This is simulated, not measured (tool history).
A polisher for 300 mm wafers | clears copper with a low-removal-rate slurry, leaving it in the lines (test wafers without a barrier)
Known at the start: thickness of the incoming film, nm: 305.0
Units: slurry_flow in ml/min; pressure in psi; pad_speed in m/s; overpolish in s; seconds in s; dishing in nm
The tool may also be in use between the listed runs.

run,day,slurry_flow,pressure,pad_speed,slurry_solids,overpolish,seconds,dishing
1,0.000,200,3.4,0.92,1.0,19,106.40,37.992
2,0.154,200,3.4,0.92,1.0,16,108.13,31.392
3,0.400,175,3.4,0.92,1.0,16,110.40,31.062
4,0.462,170,3.4,0.92,1.0,19,112.90,35.742
5,0.571,170,2.6,0.92,1.0,19,146.77,28.462
6,0.904,160,2.9,0.92,1.0,22,135.24,35.203
7,1.175,160,3.1,0.92,1.0,24,119.96,40.586
8,1.462,155,2.9,1.00,1.0,33,123.82,52.666
9,1.600,160,3.0,1.00,1.0,33,118.60,54.105

Forecast run 10:
10,1.792,160,3.1,1.00,1.0,33,?,?

{"run 10": {"seconds": 115.96, "dishing": 56.577}}
